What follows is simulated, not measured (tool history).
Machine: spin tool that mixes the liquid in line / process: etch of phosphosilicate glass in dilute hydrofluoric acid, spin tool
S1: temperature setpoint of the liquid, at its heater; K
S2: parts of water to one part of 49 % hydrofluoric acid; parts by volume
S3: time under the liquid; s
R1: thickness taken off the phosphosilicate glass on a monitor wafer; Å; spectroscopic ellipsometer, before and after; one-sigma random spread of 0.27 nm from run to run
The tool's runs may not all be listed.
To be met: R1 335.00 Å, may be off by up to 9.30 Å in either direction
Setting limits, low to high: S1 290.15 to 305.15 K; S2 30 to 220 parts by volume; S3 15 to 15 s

run,day,S1,S2,S3,R1
1,0.000,297.15,125,15,236.94
2,0.162,297.15,105,15,289.98
3,0.333,297.15,105,15,289.48
4,0.621,297.15,145,15,199.92
5,0.767,297.15,145,15,199.89
6,0.821,298.65,140,15,220.73
7,1.083,299.65,135,15,243.99
8,1.121,300.65,135,15,246.61
9,1.417,301.65,130,15,271.46
10,1.567,302.15,130,15,276.86
11,1.638,302.65,130,15,279.46
12,1.933,303.15,130,15,281.33
13,2.150,305.15,115,15,350.54
14,2.375,304.65,115,15,345.56
15,2.625,304.65,115,15,349.71

Of the 4 settings listed for the next run, only one would bring every result within its allowed miss of target. Which one?
A,2.875,305.15,105,15,?
B,2.875,305.15,120,15,?
C,2.875,305.15,110,15,?
D,2.875,302.65,105,15,?

move,R1
A,395.01
B,338.19
C,374.31
D,360.05
A: lands further from the targets than the last run did
B: hits every target within its allowed miss
C: lands further from the targets than the last run did
D: lands further from the targets than the last run did
The right move is B.
